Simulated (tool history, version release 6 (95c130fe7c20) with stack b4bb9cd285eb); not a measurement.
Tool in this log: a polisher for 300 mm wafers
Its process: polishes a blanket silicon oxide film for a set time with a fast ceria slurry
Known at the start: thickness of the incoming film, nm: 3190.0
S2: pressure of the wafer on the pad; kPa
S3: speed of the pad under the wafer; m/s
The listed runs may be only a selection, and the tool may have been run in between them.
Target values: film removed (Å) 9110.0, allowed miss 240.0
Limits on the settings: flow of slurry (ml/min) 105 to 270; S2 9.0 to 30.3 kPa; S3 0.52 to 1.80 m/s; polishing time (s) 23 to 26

run 1 day=0.000 | flow_of_slurry_(ml/min)=175 S2=19.3 S3=1.16 polishing_time_(s)=26 | film_removed_(Å)=5224.8
run 2 day=0.229 | flow_of_slurry_(ml/min)=180 S2=21.4 S3=1.16 polishing_time_(s)=26 | film_removed_(Å)=5722.6
run 3 day=0.367 | flow_of_slurry_(ml/min)=195 S2=21.4 S3=1.16 polishing_time_(s)=26 | film_removed_(Å)=5789.3
run 4 day=0.608 | flow_of_slurry_(ml/min)=195 S2=21.4 S3=1.32 polishing_time_(s)=26 | film_removed_(Å)=6404.0
run 5 day=0.733 | flow_of_slurry_(ml/min)=195 S2=22.8 S3=1.32 polishing_time_(s)=26 | film_removed_(Å)=6818.5
run 6 day=0.829 | flow_of_slurry_(ml/min)=180 S2=22.8 S3=1.32 polishing_time_(s)=26 | film_removed_(Å)=6750.6
run 7 day=0.879 | flow_of_slurry_(ml/min)=185 S2=24.1 S3=1.32 polishing_time_(s)=26 | film_removed_(Å)=7168.2
run 8 day=1.204 | flow_of_slurry_(ml/min)=190 S2=24.8 S3=1.32 polishing_time_(s)=26 | film_removed_(Å)=7406.3
run 9 day=1.467 | flow_of_slurry_(ml/min)=190 S2=24.8 S3=1.32 polishing_time_(s)=26 | film_removed_(Å)=7350.6
run 10 day=1.612 | flow_of_slurry_(ml/min)=190 S2=25.5 S3=1.32 polishing_time_(s)=26 | film_removed_(Å)=7563.9
run 11 day=1.800 | flow_of_slurry_(ml/min)=190 S2=26.2 S3=1.32 polishing_time_(s)=26 | film_removed_(Å)=7657.5
run 12 day=1.875 | flow_of_slurry_(ml/min)=190 S2=26.9 S3=1.32 polishing_time_(s)=26 | film_removed_(Å)=7924.0
run 13 day=2.096 | flow_of_slurry_(ml/min)=190 S2=27.6 S3=1.32 polishing_time_(s)=26 | film_removed_(Å)=8155.7
run 14 day=2.288 | flow_of_slurry_(ml/min)=190 S2=28.3 S3=1.32 polishing_time_(s)=26 | film_removed_(Å)=8296.5
run 15 day=2.454 | flow_of_slurry_(ml/min)=190 S2=29.0 S3=1.32 polishing_time_(s)=26 | film_removed_(Å)=8446.4
run 16 day=2.808 | flow_of_slurry_(ml/min)=195 S2=29.0 S3=1.32 polishing_time_(s)=26 | film_removed_(Å)=8529.8
run 17 day=3.175 | flow_of_slurry_(ml/min)=195 S2=29.6 S3=1.34 polishing_time_(s)=26 | film_removed_(Å)=8768.0

Exactly one of the 4 candidate moves below puts every result within its allowed miss. Which one?
run A day=3.542 | flow_of_slurry_(ml/min)=205 S2=30.3 S3=1.46 polishing_time_(s)=26 | film_removed_(Å)=?
run B day=3.542 | flow_of_slurry_(ml/min)=200 S2=27.6 S3=1.58 polishing_time_(s)=25 | film_removed_(Å)=?
run C day=3.542 | flow_of_slurry_(ml/min)=170 S2=28.3 S3=1.36 polishing_time_(s)=26 | film_removed_(Å)=?
run D day=3.542 | flow_of_slurry_(ml/min)=160 S2=25.5 S3=1.80 polishing_time_(s)=23 | film_removed_(Å)=?

move=A film_removed_(Å)=9790.8
move=B film_removed_(Å)=9207.1
move=C film_removed_(Å)=8437.5
move=D film_removed_(Å)=8610.4
A: carries the result that was furthest off beyond its target, to the other side
B: every result within its allowed miss
C: its largest miss is bigger than the last run's
D: its largest miss is bigger than the last run's
The right move is B.
